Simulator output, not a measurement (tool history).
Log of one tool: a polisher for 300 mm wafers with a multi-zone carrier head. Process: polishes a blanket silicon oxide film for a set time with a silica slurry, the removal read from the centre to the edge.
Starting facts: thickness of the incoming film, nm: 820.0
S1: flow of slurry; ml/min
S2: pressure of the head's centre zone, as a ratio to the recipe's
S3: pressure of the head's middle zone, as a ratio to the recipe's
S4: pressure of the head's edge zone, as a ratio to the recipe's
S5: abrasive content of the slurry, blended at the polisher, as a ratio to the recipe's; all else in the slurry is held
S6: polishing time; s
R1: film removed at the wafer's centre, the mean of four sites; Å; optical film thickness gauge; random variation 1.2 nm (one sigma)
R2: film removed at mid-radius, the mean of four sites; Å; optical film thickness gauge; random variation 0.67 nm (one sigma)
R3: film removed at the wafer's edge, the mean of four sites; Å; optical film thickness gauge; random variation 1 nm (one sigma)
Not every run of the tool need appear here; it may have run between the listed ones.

run  hour   S1    S2    S3    S4    S5  S6      R1      R2      R3
  1     0  165     1     1     1     1  61  1362.5  1375.8  1347.9
  2     6  165     1     1  0.96     1  61  1345.3  1376.2  1306.3
  3  12.7  160  0.99  0.98  0.96  0.95  61  1301.7  1309.8  1277.6
  4  15.3  155  0.97  0.97  0.95   0.9  61  1229.7  1257.1  1234.8
  5  22.7  150  0.96  0.96  0.94  0.85  61  1167.7  1200.1  1184.1
  6    24  170  0.96  0.96  0.94  0.85  61  1216.1  1234.1  1205.5
  7  29.8  165  0.95  0.95  0.93   0.8  61  1158.7  1190.2  1180.5
  8  34.3  160  0.94  0.94  0.92  0.75  61  1094.1  1133.2  1110.2
  9    40  155  0.93  0.93  0.92  0.75  61  1101.1  1114.7  1104.8
 10  47.4  125  0.83  0.86     1   0.5  55  652.63  723.43  802.61

What will run 11 give?
 11  51.1  135  0.83  0.86   1  0.5  55   ?   ?   ?

Logged for run 11: R1 656.23 Å, R2 733.92 Å, R3 804.19 Å.
